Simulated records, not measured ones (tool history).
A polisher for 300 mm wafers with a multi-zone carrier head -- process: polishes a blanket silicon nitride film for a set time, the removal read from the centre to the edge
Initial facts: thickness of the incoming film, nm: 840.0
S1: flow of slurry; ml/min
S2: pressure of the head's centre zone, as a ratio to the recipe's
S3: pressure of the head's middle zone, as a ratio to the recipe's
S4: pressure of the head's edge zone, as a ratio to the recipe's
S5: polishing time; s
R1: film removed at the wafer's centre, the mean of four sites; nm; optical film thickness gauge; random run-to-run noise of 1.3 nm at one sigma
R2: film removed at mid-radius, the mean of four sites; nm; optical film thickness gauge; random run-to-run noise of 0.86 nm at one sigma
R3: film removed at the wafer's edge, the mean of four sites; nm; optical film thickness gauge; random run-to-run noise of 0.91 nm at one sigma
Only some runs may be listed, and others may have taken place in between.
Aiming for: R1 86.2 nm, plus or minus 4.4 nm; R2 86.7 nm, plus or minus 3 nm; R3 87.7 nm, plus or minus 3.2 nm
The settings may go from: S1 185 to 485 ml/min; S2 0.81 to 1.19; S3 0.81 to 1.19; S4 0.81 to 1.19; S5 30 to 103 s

Run 1, hour 0: S1 310 ml/min, S2 1, S3 1, S4 1, S5 66 s. Result: R1 140.81 nm, R2 140.94 nm, R3 134.07 nm.
Run 2, hour 1.5: S1 310 ml/min, S2 1, S3 1, S4 1, S5 79 s. Result: R1 167.27 nm, R2 165.23 nm, R3 158.5 nm.
Run 3, hour 8.7: S1 310 ml/min, S2 1, S3 1, S4 1, S5 65 s. Result: R1 137.34 nm, R2 138.03 nm, R3 129.83 nm.
Run 4, hour 12.9: S1 365 ml/min, S2 1, S3 1, S4 1, S5 65 s. Result: R1 137.6 nm, R2 140.28 nm, R3 131.59 nm.
Run 5, hour 15.8: S1 365 ml/min, S2 0.98, S3 0.97, S4 0.99, S5 60 s. Result: R1 121.78 nm, R2 126.6 nm, R3 123.16 nm.
Run 6, hour 18.5: S1 365 ml/min, S2 0.98, S3 1.02, S4 0.99, S5 60 s. Result: R1 123.76 nm, R2 130.76 nm, R3 122.78 nm.
Run 7, hour 22.3: S1 340 ml/min, S2 0.96, S3 0.92, S4 0.89, S5 42 s. Result: R1 85.978 nm, R2 85.083 nm, R3 81.69 nm.
Run 8, hour 24.5: S1 345 ml/min, S2 0.96, S3 0.92, S4 0.9, S5 42 s. Result: R1 85.354 nm, R2 84.783 nm, R3 82.356 nm.

Which single option among these 5 for the next run brings every result within its allowed miss of target? Just one does.
Run A, hour 26.7: S1 350 ml/min, S2 0.93, S3 0.89, S4 0.94, S5 44 s. Result: R1 ?, R2 ?, R3 ?.
Run B, hour 26.7: S1 185 ml/min, S2 1.14, S3 0.97, S4 0.86, S5 44 s. Result: R1 ?, R2 ?, R3 ?.
Run C, hour 26.7: S1 390 ml/min, S2 0.81, S3 0.9, S4 0.96, S5 43 s. Result: R1 ?, R2 ?, R3 ?.
Run D, hour 26.7: S1 345 ml/min, S2 0.99, S3 0.98, S4 0.85, S5 41 s. Result: R1 ?, R2 ?, R3 ?.
Run E, hour 26.7: S1 350 ml/min, S2 1.06, S3 0.93, S4 0.81, S5 43 s. Result: R1 ?, R2 ?, R3 ?.

move      R1      R2      R3
   A  87.251   87.46  86.752
   B  100.34  87.512  80.567
   C  74.812  86.859   85.87
   D  86.535  87.123  78.132
   E  97.308  88.098  80.862
A: every result lands within tolerance
B: lands further from the targets than the last run did
C: gets the furthest-off result to its target, but another result is out of tolerance
D: lands further from the targets than the last run did
E: lands further from the targets than the last run did
Correct choice: A, which meets every target

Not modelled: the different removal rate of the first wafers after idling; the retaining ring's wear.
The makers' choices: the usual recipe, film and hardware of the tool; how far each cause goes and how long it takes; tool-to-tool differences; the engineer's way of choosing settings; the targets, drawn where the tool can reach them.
